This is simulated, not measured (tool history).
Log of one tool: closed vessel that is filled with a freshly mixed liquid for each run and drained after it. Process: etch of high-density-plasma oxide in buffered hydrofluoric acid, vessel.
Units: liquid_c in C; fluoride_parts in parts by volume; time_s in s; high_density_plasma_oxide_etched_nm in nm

run,hour,liquid_c,fluoride_parts,time_s,high_density_plasma_oxide_etched_nm
1,0.0,25.0,17.0,85,107.28
2,1.9,27.0,17.0,85,118.17
3,3.3,30.5,17.0,85,140.07
4,11.0,30.5,21.0,85,117.35
5,12.4,30.5,21.0,85,115.61
6,21.2,30.5,21.0,85,114.78
7,22.3,30.5,21.0,85,117.79
8,25.1,31.0,19.5,85,127.66
9,33.9,31.5,18.5,85,139.77
10,35.8,31.5,18.0,85,139.80
11,37.7,31.5,17.0,85,150.06
12,44.5,31.5,16.5,85,155.34

Run 13 comes next. What will it give?
13,46.9,31.5,16.5,85,?

high_density_plasma_oxide_etched_nm: 156.00 nm
